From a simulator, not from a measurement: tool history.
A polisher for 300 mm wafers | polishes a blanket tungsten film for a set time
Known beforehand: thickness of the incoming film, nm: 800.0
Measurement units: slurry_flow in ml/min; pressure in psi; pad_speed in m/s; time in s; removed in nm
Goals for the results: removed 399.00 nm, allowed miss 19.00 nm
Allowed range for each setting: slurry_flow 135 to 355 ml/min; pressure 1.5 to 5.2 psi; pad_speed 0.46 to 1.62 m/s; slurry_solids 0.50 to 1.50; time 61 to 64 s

run,day,slurry_flow,pressure,pad_speed,slurry_solids,time,removed
1,0.000,225,3.3,1.04,1.00,61,273.83
2,0.108,200,3.3,1.04,1.00,61,273.46
3,0.342,200,3.6,1.04,1.00,61,306.64
4,0.375,200,3.1,1.04,1.00,61,264.41
5,0.517,200,3.1,1.04,0.80,61,245.72
6,0.867,200,3.5,1.04,0.80,61,273.98
7,1.162,200,3.8,1.04,0.80,61,300.20
8,1.412,200,4.0,1.04,0.80,61,312.89

Which one of the following 4 next-run settings gets every result inside its allowed miss? There is exactly one.
A,1.662,210,4.6,1.10,0.75,64,?
B,1.662,135,4.1,0.84,0.55,64,?
C,1.662,220,3.9,0.92,0.85,61,?
D,1.662,190,4.2,0.94,0.75,62,?

move,removed
A,385.55
B,220.79
C,276.03
D,288.46
A: every result within its allowed miss
B: lands further from the targets than the last run did
C: lands further from the targets than the last run did
D: lands further from the targets than the last run did
Correct choice: A, which meets every target
